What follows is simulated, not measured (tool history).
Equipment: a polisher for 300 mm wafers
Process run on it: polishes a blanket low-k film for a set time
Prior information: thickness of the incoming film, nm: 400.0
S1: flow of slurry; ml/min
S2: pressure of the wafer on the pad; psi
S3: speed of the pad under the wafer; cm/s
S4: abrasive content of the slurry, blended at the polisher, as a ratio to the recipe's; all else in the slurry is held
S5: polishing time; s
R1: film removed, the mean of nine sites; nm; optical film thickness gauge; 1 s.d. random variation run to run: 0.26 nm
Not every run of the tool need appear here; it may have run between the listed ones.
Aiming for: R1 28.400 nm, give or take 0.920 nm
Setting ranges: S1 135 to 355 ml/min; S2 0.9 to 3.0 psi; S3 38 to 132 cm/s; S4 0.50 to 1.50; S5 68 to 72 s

run	day	S1	S2	S3	S4	S5	R1
1	0.000	225	1.9	84	1.00	68	20.965
2	0.146	230	2.1	84	1.00	68	23.826
3	0.188	235	2.2	84	1.00	68	24.927
4	0.521	240	2.3	84	1.00	68	25.969
5	0.650	240	2.4	84	1.00	68	26.990
6	0.717	240	2.4	106	1.00	68	31.456
7	1.075	240	2.3	106	1.00	68	30.011
8	1.408	240	2.3	106	1.00	68	30.385

Exercise: of the 4 proposed moves below, exactly one satisfies all targets within the stated allowed misses. Which move is it?
A	1.742	205	2.2	102	0.90	70	?
B	1.742	295	2.3	90	1.15	70	?
C	1.742	210	2.3	108	0.90	68	?
D	1.742	255	2.3	104	1.00	70	?

move	R1
A	26.931
B	29.791
C	28.524
D	30.641
A: moves the result that the last run missed by most past its target, out the other side
B: better than the last run, though not everything is in spec
C: in spec on every target
D: further off than the last run
Go with C: it meets all targets.
